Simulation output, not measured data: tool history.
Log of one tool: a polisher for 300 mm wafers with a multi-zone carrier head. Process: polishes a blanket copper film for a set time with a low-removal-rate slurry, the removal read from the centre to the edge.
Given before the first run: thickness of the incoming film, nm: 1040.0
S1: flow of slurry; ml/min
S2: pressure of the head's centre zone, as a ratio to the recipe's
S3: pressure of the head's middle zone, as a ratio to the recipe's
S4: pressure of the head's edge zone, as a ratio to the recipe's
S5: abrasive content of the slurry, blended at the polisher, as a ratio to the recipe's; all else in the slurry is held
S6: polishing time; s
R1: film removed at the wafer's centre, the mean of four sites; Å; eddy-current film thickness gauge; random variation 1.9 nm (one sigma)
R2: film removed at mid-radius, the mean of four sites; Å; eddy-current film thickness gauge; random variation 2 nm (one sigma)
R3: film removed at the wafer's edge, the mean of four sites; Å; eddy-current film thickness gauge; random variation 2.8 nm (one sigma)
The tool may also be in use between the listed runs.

run  hour   S1    S2    S3    S4  S5  S6      R1      R2      R3
  1     0  155     1     1     1   1  80  2150.5  2157.9  2169.3
  2   1.8  150     1  0.99  0.99   1  80  2117.9  2123.3  2088.2
  3   7.2  150  0.96  0.99  0.99   1  80  2027.1  2140.3  2129.6
  4  16.1  110  0.96  0.99  0.99   1  80  1856.7  1985.4  1917.7
  5  24.2  110  0.96  0.99  1.02   1  80  1889.1    1980  1982.8
  6  26.6  110  0.96  0.99  0.98   1  80    1850  1967.1    2016

Run 7, settings as shown, results not yet in. Your forecast:
  7  30.1  110  0.97  0.98  0.98   1  80   ?   ?   ?

For run 7 the tool returned R1 1895.3 Å, R2 1956 Å, R3 2006.4 Å.
